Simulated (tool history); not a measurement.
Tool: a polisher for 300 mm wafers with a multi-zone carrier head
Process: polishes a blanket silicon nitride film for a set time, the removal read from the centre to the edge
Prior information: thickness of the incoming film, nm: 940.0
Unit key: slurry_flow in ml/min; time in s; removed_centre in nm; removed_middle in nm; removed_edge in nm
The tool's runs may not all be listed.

run 1 day=0 | slurry_flow=305 centre_zone=1 middle_zone=1 edge_zone=1 time=84 | removed_centre=154.24 removed_middle=159.3 removed_edge=154.74
run 2 day=0.292 | slurry_flow=305 centre_zone=1 middle_zone=1 edge_zone=1 time=100 | removed_centre=181.46 removed_middle=190.71 removed_edge=183.03
run 3 day=0.45 | slurry_flow=310 centre_zone=1.01 middle_zone=0.99 edge_zone=1.01 time=100 | removed_centre=185.84 removed_middle=187.43 removed_edge=187.82
run 4 day=0.662 | slurry_flow=310 centre_zone=1.01 middle_zone=0.99 edge_zone=1.01 time=112 | removed_centre=205.31 removed_middle=209.41 removed_edge=208.08
run 5 day=0.975 | slurry_flow=305 centre_zone=1.01 middle_zone=0.98 edge_zone=1 time=112 | removed_centre=206.72 removed_middle=207.67 removed_edge=206.15
run 6 day=1.342 | slurry_flow=305 centre_zone=1.01 middle_zone=0.98 edge_zone=1.05 time=112 | removed_centre=205.09 removed_middle=209.58 removed_edge=211.68
run 7 day=1.7 | slurry_flow=300 centre_zone=1.01 middle_zone=0.97 edge_zone=1.04 time=112 | removed_centre=207.83 removed_middle=204.11 removed_edge=208.47

Run 8, settings as shown, results not yet in. Your forecast:
run 8 day=1.821 | slurry_flow=295 centre_zone=1.01 middle_zone=0.96 edge_zone=1.03 time=112 | removed_centre=? removed_middle=? removed_edge=?

Run 8 yielded removed_centre 203.08 nm, removed_middle 203.7 nm, removed_edge 208.84 nm.
